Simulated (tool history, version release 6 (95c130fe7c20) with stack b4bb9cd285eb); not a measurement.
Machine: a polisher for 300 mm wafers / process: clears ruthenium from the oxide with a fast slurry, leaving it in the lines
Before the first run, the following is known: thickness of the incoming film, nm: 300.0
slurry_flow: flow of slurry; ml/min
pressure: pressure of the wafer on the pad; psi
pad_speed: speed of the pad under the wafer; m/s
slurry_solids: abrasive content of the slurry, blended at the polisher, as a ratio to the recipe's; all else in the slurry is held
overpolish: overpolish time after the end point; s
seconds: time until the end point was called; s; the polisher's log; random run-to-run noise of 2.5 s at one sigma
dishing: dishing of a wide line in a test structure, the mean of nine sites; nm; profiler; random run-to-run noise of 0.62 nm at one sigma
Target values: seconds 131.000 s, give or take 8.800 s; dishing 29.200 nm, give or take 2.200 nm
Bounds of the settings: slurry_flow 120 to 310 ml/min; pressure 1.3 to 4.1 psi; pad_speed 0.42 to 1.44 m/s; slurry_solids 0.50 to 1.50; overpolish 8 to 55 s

{"run": 1, "hour": 0.0, "slurry_flow": 200, "pressure": 2.7, "pad_speed": 0.92, "slurry_solids": 1.0, "overpolish": 28, "seconds": 92.679, "dishing": 50.476}
{"run": 2, "hour": 6.6, "slurry_flow": 200, "pressure": 2.7, "pad_speed": 0.92, "slurry_solids": 1.15, "overpolish": 28, "seconds": 87.041, "dishing": 55.378}
{"run": 3, "hour": 14.4, "slurry_flow": 165, "pressure": 2.7, "pad_speed": 0.92, "slurry_solids": 1.15, "overpolish": 28, "seconds": 90.007, "dishing": 54.116}
{"run": 4, "hour": 19.9, "slurry_flow": 165, "pressure": 2.5, "pad_speed": 0.9, "slurry_solids": 1.1, "overpolish": 24, "seconds": 97.405, "dishing": 44.643}
{"run": 5, "hour": 21.9, "slurry_flow": 165, "pressure": 2.5, "pad_speed": 0.9, "slurry_solids": 1.25, "overpolish": 24, "seconds": 92.556, "dishing": 46.662}
{"run": 6, "hour": 29.6, "slurry_flow": 165, "pressure": 2.2, "pad_speed": 0.9, "slurry_solids": 1.25, "overpolish": 22, "seconds": 102.79, "dishing": 41.913}
{"run": 7, "hour": 36.6, "slurry_flow": 165, "pressure": 2.2, "pad_speed": 0.9, "slurry_solids": 1.25, "overpolish": 22, "seconds": 108.04, "dishing": 39.275}
{"run": 8, "hour": 44.8, "slurry_flow": 165, "pressure": 2.1, "pad_speed": 0.9, "slurry_solids": 1.25, "overpolish": 21, "seconds": 113.92, "dishing": 37.533}
{"run": 9, "hour": 51.5, "slurry_flow": 165, "pressure": 2.0, "pad_speed": 0.9, "slurry_solids": 1.25, "overpolish": 19, "seconds": 122.49, "dishing": 33.576}
{"run": 10, "hour": 54.4, "slurry_flow": 165, "pressure": 2.0, "pad_speed": 0.9, "slurry_solids": 1.25, "overpolish": 18, "seconds": 116.42, "dishing": 32.039}

Of the 5 settings listed for the next run, only one would bring every result within its allowed miss of target. Which one?
{"run": "A", "hour": 57.3, "slurry_flow": 185, "pressure": 1.9, "pad_speed": 0.96, "slurry_solids": 1.25, "overpolish": 20, "seconds": "?", "dishing": "?"}
{"run": "B", "hour": 57.3, "slurry_flow": 140, "pressure": 2.2, "pad_speed": 0.76, "slurry_solids": 1.2, "overpolish": 18, "seconds": "?", "dishing": "?"}
{"run": "C", "hour": 57.3, "slurry_flow": 190, "pressure": 1.8, "pad_speed": 1.0, "slurry_solids": 1.3, "overpolish": 15, "seconds": "?", "dishing": "?"}
{"run": "D", "hour": 57.3, "slurry_flow": 155, "pressure": 2.2, "pad_speed": 0.94, "slurry_solids": 1.15, "overpolish": 19, "seconds": "?", "dishing": "?"}
{"run": "E", "hour": 57.3, "slurry_flow": 200, "pressure": 2.2, "pad_speed": 0.74, "slurry_solids": 0.85, "overpolish": 26, "seconds": "?", "dishing": "?"}

move=A seconds=113.180 dishing=35.654
move=B seconds=131.350 dishing=29.190
move=C seconds=112.620 dishing=28.521
move=D seconds=106.330 dishing=35.956
move=E seconds=143.000 dishing=36.433
A: lands further from the targets than the last run did
B: meets every target
C: lands further from the targets than the last run did
D: lands further from the targets than the last run did
E: moves the result that the last run missed by most past its target, out the other side
B meets every target.

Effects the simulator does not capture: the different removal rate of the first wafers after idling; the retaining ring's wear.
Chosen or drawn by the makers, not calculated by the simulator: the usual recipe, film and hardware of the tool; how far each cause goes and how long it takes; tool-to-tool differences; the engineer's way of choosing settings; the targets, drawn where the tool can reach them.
